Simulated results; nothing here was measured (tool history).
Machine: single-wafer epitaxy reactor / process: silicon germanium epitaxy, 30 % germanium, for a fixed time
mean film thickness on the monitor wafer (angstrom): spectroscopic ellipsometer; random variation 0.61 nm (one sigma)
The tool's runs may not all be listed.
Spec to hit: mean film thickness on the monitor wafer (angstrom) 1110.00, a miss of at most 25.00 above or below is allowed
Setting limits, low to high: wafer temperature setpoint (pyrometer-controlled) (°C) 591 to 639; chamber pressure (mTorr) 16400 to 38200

| run | hour | wafer temperature setpoint (pyrometer-controlled) (°C) | chamber pressure (mTorr) | mean film thickness on the monitor wafer (angstrom) |
|---|---|---|---|---|
| 1 | 0.0 | 615 | 27300 | 885.01 |
| 2 | 2.5 | 617 | 27400 | 912.13 |
| 3 | 4.6 | 607 | 27400 | 770.45 |
| 4 | 11.9 | 612 | 27400 | 846.37 |
|  | 18.6 | capacitance manometer re-zeroed and calibrated |
| 5 | 18.6 | 615 | 27500 | 864.16 |
| 6 | 26.3 | 618 | 27700 | 919.21 |
| 7 | 34.1 | 620 | 27800 | 947.26 |
| 8 | 42.4 | 622 | 27900 | 983.59 |
| 9 | 45.2 | 623 | 28000 | 1012.60 |
| 10 | 51.7 | 624 | 28000 | 1019.10 |

Exactly one of the 5 candidate moves below puts every result within its allowed miss. Which one?
| A | 58.2 | 620 | 25500 | ? |
| B | 58.2 | 619 | 28700 | ? |
| C | 58.2 | 628 | 26300 | ? |
| D | 58.2 | 628 | 26800 | ? |
| E | 58.2 | 631 | 26000 | ? |

| move | mean film thickness on the monitor wafer (angstrom) |
|---|---|
| A | 910.24 |
| B | 953.03 |
| C | 1056.90 |
| D | 1067.60 |
| E | 1103.40 |
A: misses by more than the last run did
B: misses by more than the last run did
C: closer than the last run, but not yet in spec
D: closer than the last run, but not yet in spec
E: every result within its allowed miss
Correct choice: E, which meets every target
